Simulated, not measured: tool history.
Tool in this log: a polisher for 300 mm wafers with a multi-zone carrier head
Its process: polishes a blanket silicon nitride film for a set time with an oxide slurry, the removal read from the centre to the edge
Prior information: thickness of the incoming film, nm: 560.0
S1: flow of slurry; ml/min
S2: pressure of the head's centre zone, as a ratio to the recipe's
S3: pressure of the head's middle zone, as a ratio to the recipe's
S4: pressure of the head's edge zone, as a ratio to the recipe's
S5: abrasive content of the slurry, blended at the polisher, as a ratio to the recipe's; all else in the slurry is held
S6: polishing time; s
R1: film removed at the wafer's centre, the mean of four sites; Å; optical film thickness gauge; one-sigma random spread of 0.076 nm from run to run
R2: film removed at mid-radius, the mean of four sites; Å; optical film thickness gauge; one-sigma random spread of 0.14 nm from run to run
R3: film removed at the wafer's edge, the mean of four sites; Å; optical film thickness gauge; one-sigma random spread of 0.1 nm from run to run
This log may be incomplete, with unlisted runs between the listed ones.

run,hour,S1,S2,S3,S4,S5,S6,R1,R2,R3
1,0,245,1,1,1,1,38,212.09,212.52,211.11
2,6.4,240,0.99,0.97,0.96,0.85,34,169.83,170,170.2
3,8.3,205,0.99,0.97,0.96,0.85,34,169.06,168.46,171.03
4,16.5,210,1,0.95,0.93,0.75,31,144.2,142.1,140.74
5,19.3,255,1,0.95,0.93,0.75,31,149.25,144.55,142.18
6,26.3,255,1,0.95,0.93,0.85,31,157.68,151.92,153.35
7,31.7,260,0.99,0.92,0.92,0.75,30,142.63,137.4,138.76
8,34.9,265,0.99,0.89,0.91,0.7,29,133.4,123.8,130.74
9,35.6,270,0.98,0.88,0.89,0.65,28,121.18,111.63,116.12
10,40.3,265,0.97,0.87,0.87,0.65,28,120.16,111.6,115.6
11,48.7,260,0.96,0.86,0.85,0.65,28,117.38,110.17,115.73

Run 12, settings as shown, results not yet in. Your forecast:
12,55.9,265,0.96,0.86,0.84,0.6,28,?,?,?

R1: 112.91 Å
R2: 105.93 Å
R3: 106.99 Å

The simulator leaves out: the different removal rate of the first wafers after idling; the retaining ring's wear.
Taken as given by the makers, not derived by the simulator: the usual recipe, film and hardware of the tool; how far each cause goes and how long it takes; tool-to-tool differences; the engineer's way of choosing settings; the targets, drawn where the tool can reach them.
